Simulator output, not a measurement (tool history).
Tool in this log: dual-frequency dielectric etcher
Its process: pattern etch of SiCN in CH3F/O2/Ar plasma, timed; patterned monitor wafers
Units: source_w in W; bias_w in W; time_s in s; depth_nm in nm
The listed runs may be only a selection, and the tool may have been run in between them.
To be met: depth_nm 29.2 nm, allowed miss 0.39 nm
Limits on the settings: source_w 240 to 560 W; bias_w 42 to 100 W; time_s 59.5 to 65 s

Run 1, hour 0: source_w 400 W, bias_w 71 W, time_s 65 s. Result: depth_nm 25.888 nm.
Run 2, hour 2.3: source_w 430 W, bias_w 71 W, time_s 65 s. Result: depth_nm 26.643 nm.
Run 3, hour 3.3: source_w 430 W, bias_w 71 W, time_s 59.5 s. Result: depth_nm 24.293 nm.
Run 4, hour 5.7: source_w 450 W, bias_w 77 W, time_s 59.5 s. Result: depth_nm 25.602 nm.
Run 5, hour 6.6: source_w 470 W, bias_w 81 W, time_s 59.5 s. Result: depth_nm 26.538 nm.
Run 6, hour 11.7: source_w 470 W, bias_w 81 W, time_s 59.5 s. Result: depth_nm 26.425 nm.
Run 7, hour 20.6: source_w 490 W, bias_w 84 W, time_s 59.5 s. Result: depth_nm 27.492 nm.
Run 8, hour 26.2: source_w 500 W, bias_w 84 W, time_s 59.5 s. Result: depth_nm 27.668 nm.
Run 9, hour 34.8: source_w 510 W, bias_w 84 W, time_s 59.5 s. Result: depth_nm 27.851 nm.

Consider the 5 candidate settings below. Which is the only one whose results all fall within their allowed miss of target?
Run A, hour 43.4: source_w 420 W, bias_w 96 W, time_s 63.5 s. Result: depth_nm ?.
Run B, hour 43.4: source_w 500 W, bias_w 84 W, time_s 65 s. Result: depth_nm ?.
Run C, hour 43.4: source_w 550 W, bias_w 93 W, time_s 59.5 s. Result: depth_nm ?.
Run D, hour 43.4: source_w 510 W, bias_w 95 W, time_s 60 s. Result: depth_nm ?.
Run E, hour 43.4: source_w 490 W, bias_w 93 W, time_s 63.5 s. Result: depth_nm ?.

move  depth_nm
   A    28.205
   B    30.199
   C    29.843
   D    29.226
   E     30.14
A: moves toward the targets from the last run without getting all of them in spec
B: takes the biggest miss from the last run beyond its target
C: takes the biggest miss from the last run beyond its target
D: every result lands within tolerance
E: takes the biggest miss from the last run beyond its target
Answer: D
